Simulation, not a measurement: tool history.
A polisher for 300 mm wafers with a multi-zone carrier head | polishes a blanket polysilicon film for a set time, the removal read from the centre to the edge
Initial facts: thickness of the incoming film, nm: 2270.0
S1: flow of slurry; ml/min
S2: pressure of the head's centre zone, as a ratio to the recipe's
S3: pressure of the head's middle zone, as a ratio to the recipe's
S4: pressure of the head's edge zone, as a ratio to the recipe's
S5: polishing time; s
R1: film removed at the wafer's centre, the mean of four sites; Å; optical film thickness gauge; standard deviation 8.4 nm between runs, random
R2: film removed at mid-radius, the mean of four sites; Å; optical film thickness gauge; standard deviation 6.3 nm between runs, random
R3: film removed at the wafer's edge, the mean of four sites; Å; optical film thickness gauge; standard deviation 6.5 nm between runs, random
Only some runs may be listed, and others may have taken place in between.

Run 1, hour 0: S1 300 ml/min, S2 1, S3 1, S4 1, S5 52 s. Result: R1 4461.6 Å, R2 4637.9 Å, R3 4685.3 Å.
Run 2, hour 1.2: S1 305 ml/min, S2 1.02, S3 1.01, S4 1, S5 54 s. Result: R1 4811.8 Å, R2 4760.8 Å, R3 4975.5 Å.
Run 3, hour 2.4: S1 310 ml/min, S2 1.03, S3 1.03, S4 0.98, S5 55 s. Result: R1 4948.2 Å, R2 4973.6 Å, R3 4912 Å.
Run 4, hour 10.5: S1 315 ml/min, S2 1.05, S3 1.05, S4 0.99, S5 56 s. Result: R1 5039.6 Å, R2 5200.6 Å, R3 5042.8 Å.
Run 5, hour 11.7: S1 315 ml/min, S2 1.11, S3 1.05, S4 0.99, S5 56 s. Result: R1 5260.6 Å, R2 5124.2 Å, R3 5015.4 Å.
Run 6, hour 20.3: S1 315 ml/min, S2 1.15, S3 1.05, S4 0.99, S5 56 s. Result: R1 5391.7 Å, R2 5123.2 Å, R3 5038.3 Å.
Run 7, hour 24.2: S1 320 ml/min, S2 1.15, S3 1.05, S4 0.98, S5 57 s. Result: R1 5440.6 Å, R2 5277 Å, R3 5090.7 Å.
At hour 31.9: centre zone pressure recalibrated.
Run 8, hour 31.9: S1 320 ml/min, S2 1.15, S3 1.04, S4 0.96, S5 59 s. Result: R1 5942.4 Å, R2 5369.1 Å, R3 5157.4 Å.

Run 9 has not been measured yet. What should we expect?
Run 9, hour 35.1: S1 325 ml/min, S2 1.15, S3 1.04, S4 0.96, S5 60 s. Result: R1 ?, R2 ?, R3 ?.

{"run 9": {"R1": 5976.9, "R2": 5514.5, "R3": 5314.4}}

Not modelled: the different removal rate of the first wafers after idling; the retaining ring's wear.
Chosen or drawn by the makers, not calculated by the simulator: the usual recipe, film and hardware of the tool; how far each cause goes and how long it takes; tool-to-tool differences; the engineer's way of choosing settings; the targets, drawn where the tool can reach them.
